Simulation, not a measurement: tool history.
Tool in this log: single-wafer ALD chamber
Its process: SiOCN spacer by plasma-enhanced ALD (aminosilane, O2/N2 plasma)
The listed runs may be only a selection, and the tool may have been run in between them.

run,hour,heater temperature setpoint (K),number of ALD cycles (cycles),mean film thickness on the monitor wafer (nm)
1,0,658.15,49,2.7987
2,2.7,658.15,48,2.7508
3,4.1,665.15,48,2.7517
4,8,665.15,53,3.0211
5,15.1,665.15,51,2.9223
6,18.9,665.15,48,2.7348

Run 7, settings as shown, results not yet in. Your forecast:
7,27.8,665.15,47,?

Run 7 gave mean film thickness on the monitor wafer (nm) 2.6854.
